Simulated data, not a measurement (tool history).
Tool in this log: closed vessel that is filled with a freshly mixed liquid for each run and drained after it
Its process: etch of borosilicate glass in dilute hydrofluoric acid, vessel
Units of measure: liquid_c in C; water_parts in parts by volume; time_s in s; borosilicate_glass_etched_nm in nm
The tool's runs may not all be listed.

run,hour,liquid_c,water_parts,time_s,borosilicate_glass_etched_nm
1,0.0,21.0,45,60,25.819
2,7.4,20.0,45,60,24.603
3,12.2,17.5,45,60,22.259
4,15.5,17.0,45,60,21.679
5,20.2,20.5,45,60,25.346
6,22.0,20.5,35,60,32.933
7,28.4,19.5,40,60,27.605
8,29.5,19.0,45,60,23.662

Run 9 comes next. What will it give?
9,37.4,18.5,45,60,?

Logged for run 9: borosilicate_glass_etched_nm 23.272 nm.
